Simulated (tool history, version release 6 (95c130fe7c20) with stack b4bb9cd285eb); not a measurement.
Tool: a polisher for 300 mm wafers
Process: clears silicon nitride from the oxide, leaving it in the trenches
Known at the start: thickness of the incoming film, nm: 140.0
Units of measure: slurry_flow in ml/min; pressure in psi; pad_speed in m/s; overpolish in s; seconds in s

| run | hour | slurry_flow | pressure | pad_speed | overpolish | seconds |
|---|---|---|---|---|---|---|
| 1 | 0 | 150 | 3.1 | 0.86 | 23 | 148.37 |
| 2 | 8.3 | 115 | 3.1 | 0.86 | 23 | 157.43 |
| 3 | 9.5 | 115 | 3.1 | 1.02 | 23 | 132.95 |
| 4 | 11.6 | 110 | 2.9 | 1.02 | 23 | 143.05 |
| 5 | 20 | 130 | 2.9 | 1.02 | 23 | 138.01 |
| 6 | 28.5 | 125 | 2.8 | 1.02 | 23 | 142.1 |
| 7 | 31.8 | 125 | 2.8 | 1.02 | 23 | 143.78 |
| 8 | 40.6 | 120 | 2.7 | 1.02 | 23 | 150.17 |
| 9 | 46 | 115 | 2.6 | 1.02 | 23 | 156.66 |
| 10 | 51.1 | 110 | 2.6 | 1.02 | 23 | 158.19 |

Run 11 has not been measured yet. What should we expect?
| 11 | 53.8 | 105 | 2.6 | 1.02 | 23 | ? |

seconds: 159.21 s
